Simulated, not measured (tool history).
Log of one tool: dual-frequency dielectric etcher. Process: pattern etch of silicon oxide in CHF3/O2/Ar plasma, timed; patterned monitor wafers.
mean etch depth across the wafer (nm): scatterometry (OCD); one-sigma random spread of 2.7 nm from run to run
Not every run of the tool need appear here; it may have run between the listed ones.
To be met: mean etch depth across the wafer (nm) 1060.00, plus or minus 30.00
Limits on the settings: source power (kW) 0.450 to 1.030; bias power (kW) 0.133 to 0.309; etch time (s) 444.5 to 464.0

run  hour  source power (kW)  bias power (kW)  etch time (s)  mean etch depth across the wafer (nm)
  1   0.0              0.740            0.221          444.5                                 931.97
  2   1.5              0.740            0.199          444.5                                 896.15
  3   9.9              0.760            0.203          445.0                                 910.27
  4  10.7              0.870            0.203          445.0                                 962.84
  5  18.0              0.880            0.206          445.5                                 975.61
  6  25.0              0.880            0.206          464.0                                1012.30
  7  29.1              0.890            0.207          464.0                                1019.70
  8  31.6              0.900            0.208          464.0                                1025.40

5 next moves are on the table. One of them brings every result within its allowed miss. Which?
  A  34.1              0.930            0.201          450.0                                      ?
  B  34.1              0.990            0.204          462.5                                      ?
  C  34.1              0.810            0.204          464.0                                      ?
  D  34.1              0.890            0.180          464.0                                      ?
  E  34.1              0.900            0.189          444.5                                      ?

move  mean etch depth across the wafer (nm)
   A                                 997.75
   B                                1056.00
   C                                 979.99
   D                                 974.36
   E                                 952.98
A: misses by more than the last run did
B: hits every target within its allowed miss
C: misses by more than the last run did
D: misses by more than the last run did
E: misses by more than the last run did
So the answer is move B, the one that meets all the targets.
